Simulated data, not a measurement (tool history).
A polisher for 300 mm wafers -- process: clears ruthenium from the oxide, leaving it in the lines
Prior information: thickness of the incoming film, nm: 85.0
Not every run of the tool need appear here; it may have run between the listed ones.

run	day	flow of slurry (ml/min)	pressure of the wafer on the pad (kPa)	speed of the pad under the wafer (cm/s)	overpolish time after the end point (s)	time until the end point was called (s)
1	0.000	215	9.7	76	18	180.52
2	0.338	215	8.3	76	18	212.93
3	0.512	220	9.7	76	18	180.93
4	0.758	220	11.0	76	18	158.12
5	0.867	220	11.0	76	18	158.14
6	1.233	220	11.7	76	18	150.39
7	1.300	225	12.4	76	18	144.82
8	1.358	225	13.1	76	18	132.12
9	1.579	225	13.8	76	18	128.54
10	1.762	225	14.5	76	18	123.91
11	1.904	230	14.5	76	18	121.01

Expected results for the next run?
12	2.262	235	14.5	76	18	?

{"run 12": {"time until the end point was called (s)": 122.29}}

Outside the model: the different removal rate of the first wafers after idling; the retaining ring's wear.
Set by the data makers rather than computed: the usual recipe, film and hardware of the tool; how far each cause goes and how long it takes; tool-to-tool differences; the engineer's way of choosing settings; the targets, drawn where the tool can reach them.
